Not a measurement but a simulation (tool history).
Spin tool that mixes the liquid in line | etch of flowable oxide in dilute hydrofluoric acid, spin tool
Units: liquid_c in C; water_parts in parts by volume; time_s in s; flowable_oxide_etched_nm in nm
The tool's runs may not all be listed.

run,day,liquid_c,water_parts,time_s,flowable_oxide_etched_nm
1,0,20,105,55,20.793
2,0.321,21.5,90,55,26.163
3,0.692,23,80,55,31.511
4,1.025,24,70,55,37.996
5,1.317,25,65,55,42.163
6,1.608,25,65,60,46.716
7,1.946,25,65,60,46.242
8,2.096,25.5,65,60,48.129
9,2.217,25.5,65,60,47.133
10,2.508,28,50,60,69.328
11,2.829,27.5,50,60,69.821

Run 12 comes next. What will it give?
12,2.971,23.5,55,60,?

{"run 12": {"flowable_oxide_etched_nm": 53.112}}
